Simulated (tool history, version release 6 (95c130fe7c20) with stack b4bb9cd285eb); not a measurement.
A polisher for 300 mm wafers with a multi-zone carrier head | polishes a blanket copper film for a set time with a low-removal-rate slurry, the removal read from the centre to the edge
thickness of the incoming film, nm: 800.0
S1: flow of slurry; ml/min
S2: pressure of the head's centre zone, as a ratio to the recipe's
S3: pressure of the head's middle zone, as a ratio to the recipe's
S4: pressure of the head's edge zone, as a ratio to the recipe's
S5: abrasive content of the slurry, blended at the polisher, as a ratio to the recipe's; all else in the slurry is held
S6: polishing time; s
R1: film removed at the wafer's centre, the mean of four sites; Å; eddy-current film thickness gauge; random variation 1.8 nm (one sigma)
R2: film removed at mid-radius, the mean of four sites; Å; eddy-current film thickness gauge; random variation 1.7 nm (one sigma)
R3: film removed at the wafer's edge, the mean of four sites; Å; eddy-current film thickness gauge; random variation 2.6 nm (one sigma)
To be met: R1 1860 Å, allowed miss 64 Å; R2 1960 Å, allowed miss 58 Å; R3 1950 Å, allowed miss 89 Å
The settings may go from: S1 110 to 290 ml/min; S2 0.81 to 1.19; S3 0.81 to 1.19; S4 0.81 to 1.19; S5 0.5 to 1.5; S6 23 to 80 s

run  hour   S1    S2    S3    S4    S5  S6      R1      R2      R3
  1     0  185     1     1     1     1  51  1566.6    1521  1525.7
  2   3.4  185     1  1.06     1     1  51  1549.8  1614.2  1553.3
  3    10  185     1  1.12     1     1  51  1572.7  1683.7  1560.9
  4  15.2  185  1.04  1.12     1     1  51    1619  1658.9    1541
  5  20.7  185  1.04  1.12     1   0.8  51  1576.6    1621  1478.3
  6  25.8  200  1.04  1.14  1.05  0.95  52    1657  1766.3    1577
  7  29.1  190  1.03  1.12  1.06   1.1  54  1777.3  1807.1  1686.2
  8  34.6  190     1  1.11  1.07  1.25  55  1760.6  1896.4  1757.8

5 next moves are on the table. One of them brings every result within its allowed miss. Which?
  A  40.1  115     1  1.08  1.08     1  67   ?   ?   ?
  B  40.1  145  0.93  1.01  1.13  1.35  60   ?   ?   ?
  C  40.1  200  0.97  1.13   1.1   1.3  56   ?   ?   ?
  D  40.1  145  0.95  0.93  1.11   1.3  60   ?   ?   ?
  E  40.1  155  0.99  1.05  1.07   1.2  57   ?   ?   ?

move      R1      R2      R3
   A  1874.3  1992.1  1970.8
   B    1718  1845.2  1951.1
   C  1760.4  1979.9  1849.2
   D  1743.6  1711.2  1924.5
   E  1728.7  1798.5  1785.3
A: meets every target
B: brings the result that was furthest off to its target, and leaves another outside
C: nearer than the last run, and not there yet
D: brings the result that was furthest off to its target, and leaves another outside
E: further off than the last run
The right move is A.
